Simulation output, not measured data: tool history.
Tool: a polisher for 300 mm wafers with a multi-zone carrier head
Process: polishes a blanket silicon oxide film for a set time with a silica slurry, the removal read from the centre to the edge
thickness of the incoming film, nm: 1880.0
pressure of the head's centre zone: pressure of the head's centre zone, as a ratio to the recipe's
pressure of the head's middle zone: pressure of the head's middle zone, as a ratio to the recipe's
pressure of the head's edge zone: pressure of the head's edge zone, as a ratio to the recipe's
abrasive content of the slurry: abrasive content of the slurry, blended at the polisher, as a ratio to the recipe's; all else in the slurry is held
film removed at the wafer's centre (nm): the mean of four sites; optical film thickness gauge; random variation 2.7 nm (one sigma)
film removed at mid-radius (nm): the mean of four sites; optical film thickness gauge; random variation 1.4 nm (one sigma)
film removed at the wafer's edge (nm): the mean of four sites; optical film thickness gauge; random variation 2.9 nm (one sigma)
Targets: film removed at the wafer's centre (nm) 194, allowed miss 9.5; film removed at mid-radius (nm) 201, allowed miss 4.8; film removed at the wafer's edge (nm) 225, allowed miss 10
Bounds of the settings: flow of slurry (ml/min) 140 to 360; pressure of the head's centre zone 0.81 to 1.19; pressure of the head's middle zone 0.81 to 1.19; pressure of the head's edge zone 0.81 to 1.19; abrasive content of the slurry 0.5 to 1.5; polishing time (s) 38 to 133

run,hour,flow of slurry (ml/min),pressure of the head's centre zone,pressure of the head's middle zone,pressure of the head's edge zone,abrasive content of the slurry,polishing time (s),film removed at the wafer's centre (nm),film removed at mid-radius (nm),film removed at the wafer's edge (nm)
1,0,230,1,1,1,1,85,283.41,281.39,282.16
2,8.9,220,0.96,0.96,0.98,0.9,85,250.09,255.11,262.15
3,14.5,220,1.02,0.96,0.98,0.9,85,260.11,254.17,260.61
4,16.9,220,1.06,0.96,0.98,0.9,85,269.84,257.42,253.25
5,19.6,220,1.02,0.96,0.98,0.9,85,261.55,253.79,264.96
6,21.8,220,1.02,0.88,0.98,0.9,85,255.81,241.79,259.34
7,23,210,0.99,0.87,0.96,0.85,85,246.77,227.83,249.74
8,31.7,210,0.95,0.88,0.96,0.8,85,226.39,225.03,239.15
9,32.3,210,0.95,0.88,0.96,0.8,85,227.2,219.18,243.89
10,33.6,205,0.92,0.88,0.94,0.8,85,220.26,223.38,239.01
11,41.7,195,0.9,0.86,0.93,0.8,85,215.75,219.22,231.75
12,50.2,190,0.88,0.85,0.94,0.8,85,209.27,214.66,233.43
13,53,190,0.88,0.85,0.94,0.8,85,210.36,214.74,240.24
14,58.5,185,0.87,0.84,0.93,0.8,85,204.24,209.15,236.79
15,67.5,180,0.87,0.84,0.92,0.8,85,204.17,212.3,237.77
16,72.3,180,0.87,0.83,0.92,0.8,85,205.66,209.21,226.59
17,75.1,175,0.86,0.82,0.92,0.8,85,201.98,206.55,231.9
18,82.6,170,0.85,0.82,0.91,0.8,85,194.22,206.35,231.94
19,88.8,170,0.86,0.82,0.91,0.8,85,200.37,206.29,230.25
20,90.5,155,0.85,0.81,0.89,0.75,85,187.92,192.59,218.92
21,93.4,160,0.85,0.81,0.89,0.75,85,186.9,194.16,218.06

Which of these 4 next moves meets every target?
A,96.3,140,0.81,0.82,0.88,0.8,84,?,?,?
B,96.3,190,0.95,0.81,0.89,0.7,82,?,?,?
C,96.3,155,0.89,0.86,0.97,0.55,106,?,?,?
D,96.3,170,0.89,0.9,0.86,0.7,85,?,?,?

move,film removed at the wafer's centre (nm),film removed at mid-radius (nm),film removed at the wafer's edge (nm)
A,182.7,196.22,218.09
B,203.11,182.94,203.66
C,199.55,201.04,224.9
D,193.73,201.33,205.19
A: brings the result that was furthest off to its target, and leaves another outside
B: further off than the last run
C: meets every target
D: brings the result that was furthest off to its target, and leaves another outside
Answer: C

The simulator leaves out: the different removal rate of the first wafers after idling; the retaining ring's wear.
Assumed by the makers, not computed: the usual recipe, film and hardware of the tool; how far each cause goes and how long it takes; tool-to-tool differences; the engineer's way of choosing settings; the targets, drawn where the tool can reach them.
